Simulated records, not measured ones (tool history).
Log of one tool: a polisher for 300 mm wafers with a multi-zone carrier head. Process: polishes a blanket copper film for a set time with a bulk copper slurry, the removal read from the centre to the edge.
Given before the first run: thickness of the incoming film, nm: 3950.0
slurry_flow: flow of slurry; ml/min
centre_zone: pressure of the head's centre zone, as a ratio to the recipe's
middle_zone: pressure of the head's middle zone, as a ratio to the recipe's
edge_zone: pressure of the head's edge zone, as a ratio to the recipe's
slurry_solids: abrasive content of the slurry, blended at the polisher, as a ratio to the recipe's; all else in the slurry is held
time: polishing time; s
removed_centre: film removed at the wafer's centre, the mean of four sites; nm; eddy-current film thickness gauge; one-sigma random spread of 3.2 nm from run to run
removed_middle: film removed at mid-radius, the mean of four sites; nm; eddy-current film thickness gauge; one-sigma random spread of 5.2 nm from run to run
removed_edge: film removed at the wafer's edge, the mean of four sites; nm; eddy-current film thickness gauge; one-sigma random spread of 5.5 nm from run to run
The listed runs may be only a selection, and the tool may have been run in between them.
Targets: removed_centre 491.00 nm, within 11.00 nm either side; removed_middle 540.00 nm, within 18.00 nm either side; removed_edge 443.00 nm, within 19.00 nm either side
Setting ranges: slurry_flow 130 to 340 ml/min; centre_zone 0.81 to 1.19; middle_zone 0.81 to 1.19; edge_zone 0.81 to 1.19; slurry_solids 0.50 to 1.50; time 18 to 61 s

Run 1, day 0.000: slurry_flow 220 ml/min, centre_zone 1.00, middle_zone 1.00, edge_zone 1.00, slurry_solids 1.00, time 39 s. Result: removed_centre 354.85 nm, removed_middle 339.89 nm, removed_edge 337.21 nm.
Run 2, day 0.062: slurry_flow 220 ml/min, centre_zone 1.05, middle_zone 1.00, edge_zone 1.00, slurry_solids 1.00, time 39 s. Result: removed_centre 369.72 nm, removed_middle 344.60 nm, removed_edge 335.09 nm.
Run 3, day 0.321: slurry_flow 225 ml/min, centre_zone 1.05, middle_zone 1.02, edge_zone 1.00, slurry_solids 1.05, time 40 s. Result: removed_centre 385.81 nm, removed_middle 360.48 nm, removed_edge 348.68 nm.
Run 4, day 0.396: slurry_flow 265 ml/min, centre_zone 1.05, middle_zone 1.02, edge_zone 1.00, slurry_solids 1.05, time 40 s. Result: removed_centre 386.28 nm, removed_middle 365.06 nm, removed_edge 352.74 nm.
Run 5, day 0.500: slurry_flow 265 ml/min, centre_zone 0.97, middle_zone 1.02, edge_zone 1.00, slurry_solids 1.05, time 40 s. Result: removed_centre 364.64 nm, removed_middle 372.10 nm, removed_edge 348.14 nm.
Run 6, day 0.808: slurry_flow 270 ml/min, centre_zone 0.98, middle_zone 1.04, edge_zone 1.00, slurry_solids 1.10, time 41 s. Result: removed_centre 383.86 nm, removed_middle 384.82 nm, removed_edge 366.54 nm.
Run 7, day 1.008: slurry_flow 275 ml/min, centre_zone 0.98, middle_zone 1.06, edge_zone 0.98, slurry_solids 1.15, time 42 s. Result: removed_centre 398.24 nm, removed_middle 409.17 nm, removed_edge 381.60 nm.
Run 8, day 1.375: slurry_flow 280 ml/min, centre_zone 0.98, middle_zone 1.07, edge_zone 0.96, slurry_solids 1.20, time 42 s. Result: removed_centre 398.94 nm, removed_middle 412.54 nm, removed_edge 378.10 nm.
Run 9, day 1.571: slurry_flow 285 ml/min, centre_zone 0.98, middle_zone 1.08, edge_zone 0.95, slurry_solids 1.25, time 43 s. Result: removed_centre 416.96 nm, removed_middle 430.93 nm, removed_edge 388.34 nm.
Run 10, day 1.779: slurry_flow 290 ml/min, centre_zone 0.98, middle_zone 1.09, edge_zone 0.95, slurry_solids 1.30, time 43 s. Result: removed_centre 421.37 nm, removed_middle 435.40 nm, removed_edge 397.04 nm.
Run 11, day 1.954: slurry_flow 295 ml/min, centre_zone 0.98, middle_zone 1.10, edge_zone 0.94, slurry_solids 1.30, time 43 s. Result: removed_centre 422.06 nm, removed_middle 446.36 nm, removed_edge 386.23 nm.
Run 12, day 2.021: slurry_flow 295 ml/min, centre_zone 0.98, middle_zone 1.11, edge_zone 0.94, slurry_solids 1.30, time 43 s. Result: removed_centre 421.14 nm, removed_middle 438.34 nm, removed_edge 386.15 nm.

Consider the 5 candidate settings below. Which is the only one whose results all fall within their allowed miss of target?
Run A, day 2.088: slurry_flow 325 ml/min, centre_zone 0.99, middle_zone 1.18, edge_zone 0.90, slurry_solids 1.50, time 48 s. Result: removed_centre ?, removed_middle ?, removed_edge ?.
Run B, day 2.088: slurry_flow 245 ml/min, centre_zone 1.03, middle_zone 1.01, edge_zone 1.06, slurry_solids 1.30, time 51 s. Result: removed_centre ?, removed_middle ?, removed_edge ?.
Run C, day 2.088: slurry_flow 330 ml/min, centre_zone 0.97, middle_zone 0.98, edge_zone 1.03, slurry_solids 1.20, time 34 s. Result: removed_centre ?, removed_middle ?, removed_edge ?.
Run D, day 2.088: slurry_flow 255 ml/min, centre_zone 1.16, middle_zone 0.92, edge_zone 0.99, slurry_solids 1.40, time 40 s. Result: removed_centre ?, removed_middle ?, removed_edge ?.
Run E, day 2.088: slurry_flow 235 ml/min, centre_zone 1.17, middle_zone 0.81, edge_zone 1.16, slurry_solids 1.45, time 44 s. Result: removed_centre ?, removed_middle ?, removed_edge ?.

move  removed_centre  removed_middle  removed_edge
   A          497.31          541.30        447.08
   B          512.78          480.56        487.51
   C          328.25          316.10        321.21
   D          456.12          359.32        377.95
   E          504.72          360.60        451.49
A: all results land within tolerance of their targets
B: pushes the last run's worst result past its target
C: lands further from the targets than the last run did
D: lands further from the targets than the last run did
E: pushes the last run's worst result past its target
Answer: A
